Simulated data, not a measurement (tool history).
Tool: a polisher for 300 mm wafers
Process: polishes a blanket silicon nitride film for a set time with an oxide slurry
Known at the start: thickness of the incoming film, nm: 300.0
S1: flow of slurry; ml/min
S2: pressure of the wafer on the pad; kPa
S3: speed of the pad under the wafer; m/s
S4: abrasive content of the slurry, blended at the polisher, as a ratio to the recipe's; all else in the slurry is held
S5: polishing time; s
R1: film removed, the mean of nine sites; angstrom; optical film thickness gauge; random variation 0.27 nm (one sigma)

{"run": 1, "hour": 0.0, "S1": 290, "S2": 21.4, "S3": 1.08, "S4": 1, "S5": 48, "R1": 326.3}
{"run": 2, "hour": 8.6, "S1": 290, "S2": 20, "S3": 1.08, "S4": 1, "S5": 48, "R1": 303.92}
{"run": 3, "hour": 14.4, "S1": 290, "S2": 15.9, "S3": 1.08, "S4": 1, "S5": 48, "R1": 258.99}
{"run": 4, "hour": 17.1, "S1": 290, "S2": 15.9, "S3": 1.08, "S4": 1, "S5": 48, "R1": 262.3}
{"run": 5, "hour": 19.2, "S1": 290, "S2": 15.9, "S3": 1.26, "S4": 1, "S5": 48, "R1": 284.35}
{"run": 6, "hour": 22.4, "S1": 340, "S2": 15.9, "S3": 1.26, "S4": 1, "S5": 48, "R1": 293.67}
{"run": 7, "hour": 26.8, "S1": 340, "S2": 15.2, "S3": 1.26, "S4": 1, "S5": 48, "R1": 279.17}
{"run": 8, "hour": 33.5, "S1": 340, "S2": 14.5, "S3": 1.26, "S4": 1, "S5": 48, "R1": 274.04}

The next listed run, before its measurement:
{"run": 9, "hour": 35.8, "S1": 340, "S2": 13.8, "S3": 1.26, "S4": 1, "S5": 48, "R1": "?"}

R1: 268.51 angstrom

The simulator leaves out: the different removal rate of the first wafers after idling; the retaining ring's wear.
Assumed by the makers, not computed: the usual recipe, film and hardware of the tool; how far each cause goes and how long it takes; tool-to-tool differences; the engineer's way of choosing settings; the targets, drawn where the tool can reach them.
